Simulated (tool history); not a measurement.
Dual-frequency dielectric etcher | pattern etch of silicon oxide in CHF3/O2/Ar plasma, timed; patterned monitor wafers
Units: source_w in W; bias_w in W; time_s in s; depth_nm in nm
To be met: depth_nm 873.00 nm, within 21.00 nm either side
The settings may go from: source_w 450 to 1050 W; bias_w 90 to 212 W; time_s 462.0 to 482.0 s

run,hour,source_w,bias_w,time_s,depth_nm
1,0.0,750,151,462.0,1034.90
2,3.3,680,145,462.0,968.18
3,7.1,640,143,462.0,932.36
4,12.0,620,142,462.0,907.07
5,21.1,620,156,462.0,923.47
6,25.3,620,156,482.0,979.45
7,29.1,620,156,482.0,980.27
8,35.2,580,155,481.5,953.40
9,41.3,460,142,478.5,790.58
10,42.6,480,143,478.5,811.62
11,44.4,500,143,478.5,834.14
12,47.3,510,143,478.5,840.31

Which single option among these 5 for the next run brings every result within its allowed miss of target? Just one does.
A,50.2,460,153,478.5,?
B,50.2,520,154,480.0,?
C,50.2,560,146,482.0,?
D,50.2,630,140,462.0,?
E,50.2,570,124,462.0,?

move,depth_nm
A,810.84
B,879.53
C,910.22
D,923.00
E,846.96
A: misses by more than the last run did
B: every result lands within tolerance
C: takes the result that was furthest off past its target
D: takes the result that was furthest off past its target
E: closer than the last run, but not yet in spec
B meets every target.
